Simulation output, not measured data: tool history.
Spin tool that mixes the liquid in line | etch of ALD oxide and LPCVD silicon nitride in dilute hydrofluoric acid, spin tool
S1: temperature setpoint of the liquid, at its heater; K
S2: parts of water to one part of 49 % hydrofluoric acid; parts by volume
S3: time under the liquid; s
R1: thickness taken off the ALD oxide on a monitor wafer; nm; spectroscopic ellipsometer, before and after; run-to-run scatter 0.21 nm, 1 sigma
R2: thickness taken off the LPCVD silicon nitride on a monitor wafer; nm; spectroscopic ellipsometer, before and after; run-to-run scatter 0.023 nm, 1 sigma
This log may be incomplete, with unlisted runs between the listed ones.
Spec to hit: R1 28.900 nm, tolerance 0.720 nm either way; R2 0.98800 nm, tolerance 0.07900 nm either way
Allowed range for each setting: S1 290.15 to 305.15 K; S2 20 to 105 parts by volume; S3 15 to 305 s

run 1 hour=0.0 | S1=297.15 S2=55 S3=155 | R1=40.980 R2=1.09660
run 2 hour=0.9 | S1=297.15 S2=70 S3=155 | R1=31.470 R2=0.86087
run 3 hour=7.1 | S1=298.15 S2=75 S3=155 | R1=30.454 R2=0.85216
run 4 hour=14.8 | S1=298.15 S2=75 S3=85 | R1=16.807 R2=0.48132
run 5 hour=19.5 | S1=299.65 S2=70 S3=85 | R1=19.160 R2=0.53780
run 6 hour=25.4 | S1=300.65 S2=70 S3=85 | R1=20.006 R2=0.60950
run 7 hour=27.4 | S1=301.65 S2=65 S3=85 | R1=22.563 R2=0.72566
run 8 hour=31.6 | S1=302.15 S2=65 S3=85 | R1=22.763 R2=0.72930

Which of these 5 next moves meets every target?
run A hour=35.8 | S1=298.15 S2=50 S3=100 | R1=? R2=?
run B hour=35.8 | S1=305.15 S2=65 S3=95 | R1=? R2=?
run C hour=35.8 | S1=303.15 S2=60 S3=100 | R1=? R2=?
run D hour=35.8 | S1=297.15 S2=65 S3=140 | R1=? R2=?
run E hour=35.8 | S1=302.65 S2=55 S3=80 | R1=? R2=?

move=A R1=30.734 R2=0.86688
move=B R1=29.132 R2=1.00960
move=C R1=30.944 R2=1.01110
move=D R1=31.159 R2=0.87723
move=E R1=26.665 R2=0.85311
A: carries the result that was furthest off beyond its target, to the other side
B: meets every target
C: carries the result that was furthest off beyond its target, to the other side
D: carries the result that was furthest off beyond its target, to the other side
E: better than the last run, though not everything is in spec
Answer: B

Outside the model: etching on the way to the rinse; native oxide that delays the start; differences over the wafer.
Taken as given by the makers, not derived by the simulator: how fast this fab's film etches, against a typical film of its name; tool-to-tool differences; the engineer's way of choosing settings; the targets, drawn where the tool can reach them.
